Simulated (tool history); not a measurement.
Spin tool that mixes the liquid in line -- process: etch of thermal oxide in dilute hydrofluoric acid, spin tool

| run | day | temperature setpoint of the liquid (K) | parts of water to one part of 49 % hydrofluoric acid (parts by volume) | time under the liquid (s) | thickness taken off the thermal oxide on a monitor wafer (nm) |
|---|---|---|---|---|---|
| 1 | 0 | 295.15 | 70 | 305 | 17.643 |
| 2 | 0.038 | 295.15 | 90 | 305 | 13.41 |
| 3 | 0.083 | 297.15 | 85 | 305 | 15.533 |
| 4 | 0.158 | 298.65 | 85 | 305 | 16.581 |
| 5 | 0.312 | 299.65 | 85 | 305 | 17.182 |
| 6 | 0.688 | 299.65 | 85 | 325 | 18.337 |

Run 7 is up next; what results do you expect?
| 7 | 1.033 | 300.65 | 85 | 325 | ? |

Logged for run 7: thickness taken off the thermal oxide on a monitor wafer (nm) 18.948.
